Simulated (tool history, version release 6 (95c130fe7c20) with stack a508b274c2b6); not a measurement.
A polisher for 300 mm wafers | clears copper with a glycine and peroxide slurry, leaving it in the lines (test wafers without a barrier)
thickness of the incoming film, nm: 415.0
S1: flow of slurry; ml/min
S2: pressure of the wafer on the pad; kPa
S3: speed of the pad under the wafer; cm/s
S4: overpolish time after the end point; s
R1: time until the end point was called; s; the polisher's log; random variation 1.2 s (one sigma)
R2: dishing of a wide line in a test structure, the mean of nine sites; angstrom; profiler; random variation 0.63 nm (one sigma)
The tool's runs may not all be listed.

| run | hour | S1 | S2 | S3 | S4 | R1 | R2 |
|---|---|---|---|---|---|---|---|
| 1 | 0 | 245 | 20 | 82 | 10 | 75.909 | 360.33 |
| 2 | 6.6 | 245 | 15.9 | 82 | 10 | 93.135 | 299.54 |
| 3 | 11.1 | 245 | 20 | 82 | 10 | 75.465 | 340.97 |
| 4 | 14.5 | 245 | 20 | 82 | 12 | 76.529 | 405.42 |
| 5 | 21.5 | 245 | 20 | 82 | 9 | 75.104 | 314.36 |
| 6 | 25 | 245 | 20 | 94 | 9 | 69.714 | 338.48 |
| 7 | 25.7 | 245 | 18.6 | 94 | 9 | 74.178 | 331.06 |
| 8 | 28.9 | 245 | 17.2 | 94 | 9 | 78.592 | 320.82 |
| 9 | 33.9 | 245 | 15.9 | 94 | 9 | 84.575 | 301.27 |
| 10 | 36 | 245 | 15.2 | 94 | 9 | 86.468 | 284.26 |
| 11 | 39.4 | 245 | 14.5 | 94 | 9 | 89.591 | 274.06 |
| 12 | 45.9 | 245 | 13.8 | 94 | 9 | 93.59 | 276.35 |
| 13 | 51.6 | 245 | 13.1 | 94 | 9 | 97.103 | 263.56 |
| 14 | 58.9 | 245 | 12.4 | 94 | 9 | 101.59 | 237.88 |

The next listed run, before its measurement:
| 15 | 60.8 | 245 | 12.4 | 94 | 10 | ? | ? |

Run 15 gave R1 101.06 s, R2 275.35 angstrom.
